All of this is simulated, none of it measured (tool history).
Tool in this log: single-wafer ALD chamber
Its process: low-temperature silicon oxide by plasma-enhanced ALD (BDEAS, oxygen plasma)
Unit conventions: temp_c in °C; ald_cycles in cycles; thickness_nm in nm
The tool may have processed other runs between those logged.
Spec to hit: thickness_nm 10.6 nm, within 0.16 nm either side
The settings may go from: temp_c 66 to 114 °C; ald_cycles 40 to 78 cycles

run  hour  temp_c  ald_cycles  thickness_nm
  1     0      90          59        8.7435
  2   2.9      86          59        8.9068
  3   4.9      82          60        9.2494
  4   8.4      77          60        9.3976
  5  16.8      77          52        8.1101
  6  23.5      75          55        8.6616
  7  28.7      73          57        9.0437
  8  36.2      72          59         9.349
  9    40      67          67        10.829
 10  46.1      68          67        10.853
 11  53.2      74          66         10.45

Consider the 5 candidate settings below. Which is the only one whose results all fall within their allowed miss of target?
  A  60.3      81          66             ?
  B  60.3      75          67             ?
  C  60.3      82          67             ?
  D  60.3      82          66             ?
  E  60.3      80          67             ?

move  thickness_nm
   A        10.075
   B        10.463
   C        10.189
   D        10.037
   E        10.267
A: misses by more than the last run did
B: meets every target
C: misses by more than the last run did
D: misses by more than the last run did
E: misses by more than the last run did
B meets every target.

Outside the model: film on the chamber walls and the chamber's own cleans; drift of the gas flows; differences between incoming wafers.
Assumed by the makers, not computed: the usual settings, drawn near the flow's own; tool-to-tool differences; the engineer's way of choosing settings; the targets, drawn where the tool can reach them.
